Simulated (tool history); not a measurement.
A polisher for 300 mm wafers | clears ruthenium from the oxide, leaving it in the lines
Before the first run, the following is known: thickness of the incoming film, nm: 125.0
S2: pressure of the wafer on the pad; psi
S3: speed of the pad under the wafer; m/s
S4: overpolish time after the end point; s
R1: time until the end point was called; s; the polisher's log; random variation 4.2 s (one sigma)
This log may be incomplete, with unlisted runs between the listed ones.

run 1 hour=0 | flow_of_slurry_(ml/min)=310 S2=1.4 S3=1.12 S4=31 | R1=135.33
run 2 hour=8.5 | flow_of_slurry_(ml/min)=310 S2=1.4 S3=0.86 S4=31 | R1=171.66
run 3 hour=13.3 | flow_of_slurry_(ml/min)=310 S2=1.3 S3=0.84 S4=31 | R1=196.84
run 4 hour=13.8 | flow_of_slurry_(ml/min)=310 S2=1.3 S3=1.06 S4=31 | R1=151.12
run 5 hour=16.4 | flow_of_slurry_(ml/min)=310 S2=1.3 S3=1.06 S4=34 | R1=151.92
run 6 hour=19.3 | flow_of_slurry_(ml/min)=310 S2=1.2 S3=1.06 S4=34 | R1=162.89
run 7 hour=23.6 | flow_of_slurry_(ml/min)=310 S2=1.1 S3=1.06 S4=34 | R1=172.44

Run 8, settings as shown, results not yet in. Your forecast:
-- hour=28.9 worn pad replaced by a new one
run 8 hour=28.9 | flow_of_slurry_(ml/min)=310 S2=0.9 S3=1.04 S4=34 | R1=?

R1: 189.2 s
